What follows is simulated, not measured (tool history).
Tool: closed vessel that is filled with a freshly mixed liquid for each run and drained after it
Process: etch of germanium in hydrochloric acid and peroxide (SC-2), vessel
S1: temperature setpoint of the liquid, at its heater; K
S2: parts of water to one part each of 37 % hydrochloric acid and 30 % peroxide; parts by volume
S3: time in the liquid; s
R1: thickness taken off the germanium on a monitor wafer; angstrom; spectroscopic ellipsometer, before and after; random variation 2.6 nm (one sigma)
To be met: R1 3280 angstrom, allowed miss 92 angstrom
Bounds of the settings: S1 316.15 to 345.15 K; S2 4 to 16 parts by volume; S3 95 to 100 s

Run 1, day 0: S1 332.15 K, S2 9 parts by volume, S3 95 s. Result: R1 2738.8 angstrom.
Run 2, day 0.083: S1 333.65 K, S2 9 parts by volume, S3 95 s. Result: R1 2882.1 angstrom.
Run 3, day 0.179: S1 334.65 K, S2 9 parts by volume, S3 95 s. Result: R1 2980.5 angstrom.
Run 4, day 0.225: S1 334.65 K, S2 10 parts by volume, S3 95 s. Result: R1 2974 angstrom.
Run 5, day 0.612: S1 335.15 K, S2 10 parts by volume, S3 95 s. Result: R1 2952.4 angstrom.
Run 6, day 0.675: S1 335.15 K, S2 12 parts by volume, S3 95 s. Result: R1 2920.6 angstrom.
Run 7, day 0.796: S1 336.15 K, S2 12 parts by volume, S3 95 s. Result: R1 3011.1 angstrom.
Run 8, day 1.171: S1 336.65 K, S2 12 parts by volume, S3 95 s. Result: R1 3027.5 angstrom.
Run 9, day 1.471: S1 337.15 K, S2 12 parts by volume, S3 95 s. Result: R1 3088.2 angstrom.
Run 10, day 1.788: S1 337.65 K, S2 12 parts by volume, S3 95 s. Result: R1 3135.7 angstrom.

4 next moves are on the table. One of them brings every result within its allowed miss. Which?
Run A, day 2.104: S1 335.65 K, S2 14 parts by volume, S3 100 s. Result: R1 ?.
Run B, day 2.104: S1 336.65 K, S2 14 parts by volume, S3 95 s. Result: R1 ?.
Run C, day 2.104: S1 337.15 K, S2 12 parts by volume, S3 100 s. Result: R1 ?.
Run D, day 2.104: S1 337.15 K, S2 12.5 parts by volume, S3 95 s. Result: R1 ?.

move      R1
   A  3052.2
   B  2982.7
   C  3260.4
   D  3079.1
A: further off than the last run
B: further off than the last run
C: meets every target
D: further off than the last run
The right move is C.
